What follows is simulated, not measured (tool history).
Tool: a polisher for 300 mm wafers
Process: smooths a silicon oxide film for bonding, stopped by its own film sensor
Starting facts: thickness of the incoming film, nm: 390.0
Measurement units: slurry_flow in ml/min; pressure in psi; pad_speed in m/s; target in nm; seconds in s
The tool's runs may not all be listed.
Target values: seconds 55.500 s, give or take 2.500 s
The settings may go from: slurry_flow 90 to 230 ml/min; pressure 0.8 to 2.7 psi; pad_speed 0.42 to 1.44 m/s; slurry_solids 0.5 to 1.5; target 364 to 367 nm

Run 1, day 0.000: slurry_flow 150 ml/min, pressure 1.7 psi, pad_speed 0.92 m/s, slurry_solids 1.0, target 364 nm. Result: seconds 40.783 s.
Run 2, day 0.362: slurry_flow 150 ml/min, pressure 1.7 psi, pad_speed 0.92 m/s, slurry_solids 0.9, target 364 nm. Result: seconds 42.093 s.
Run 3, day 0.558: slurry_flow 150 ml/min, pressure 1.9 psi, pad_speed 0.92 m/s, slurry_solids 0.9, target 364 nm. Result: seconds 39.778 s.
Run 4, day 0.642: slurry_flow 150 ml/min, pressure 1.9 psi, pad_speed 0.92 m/s, slurry_solids 0.7, target 364 nm. Result: seconds 43.405 s.
Run 5, day 1.008: slurry_flow 150 ml/min, pressure 1.9 psi, pad_speed 0.92 m/s, slurry_solids 0.7, target 364 nm. Result: seconds 43.571 s.
Run 6, day 1.196: slurry_flow 140 ml/min, pressure 1.9 psi, pad_speed 0.92 m/s, slurry_solids 0.7, target 364 nm. Result: seconds 43.482 s.
Run 7, day 1.396: slurry_flow 140 ml/min, pressure 1.8 psi, pad_speed 0.92 m/s, slurry_solids 0.7, target 364 nm. Result: seconds 46.717 s.
Run 8, day 1.446: slurry_flow 135 ml/min, pressure 1.7 psi, pad_speed 0.92 m/s, slurry_solids 0.7, target 364 nm. Result: seconds 47.763 s.
Run 9, day 1.758: slurry_flow 135 ml/min, pressure 1.6 psi, pad_speed 0.92 m/s, slurry_solids 0.7, target 364 nm. Result: seconds 50.770 s.
Run 10, day 2.121: slurry_flow 135 ml/min, pressure 1.6 psi, pad_speed 0.92 m/s, slurry_solids 0.7, target 364 nm. Result: seconds 50.619 s.

Of the 4 settings listed for the next run, only one would bring every result within its allowed miss of target. Which one?
Run A, day 2.483: slurry_flow 120 ml/min, pressure 1.6 psi, pad_speed 1.06 m/s, slurry_solids 0.6, target 365 nm. Result: seconds ?.
Run B, day 2.483: slurry_flow 130 ml/min, pressure 1.5 psi, pad_speed 0.94 m/s, slurry_solids 0.8, target 365 nm. Result: seconds ?.
Run C, day 2.483: slurry_flow 165 ml/min, pressure 1.8 psi, pad_speed 0.60 m/s, slurry_solids 0.6, target 365 nm. Result: seconds ?.
Run D, day 2.483: slurry_flow 125 ml/min, pressure 1.3 psi, pad_speed 0.90 m/s, slurry_solids 0.9, target 367 nm. Result: seconds ?.

move  seconds
   A   50.549
   B   49.231
   C   55.692
   D   49.761
A: about as far from the targets as the last run
B: its largest miss is bigger than the last run's
C: each result inside its tolerance
D: its largest miss is bigger than the last run's
The move that meets every target is C.

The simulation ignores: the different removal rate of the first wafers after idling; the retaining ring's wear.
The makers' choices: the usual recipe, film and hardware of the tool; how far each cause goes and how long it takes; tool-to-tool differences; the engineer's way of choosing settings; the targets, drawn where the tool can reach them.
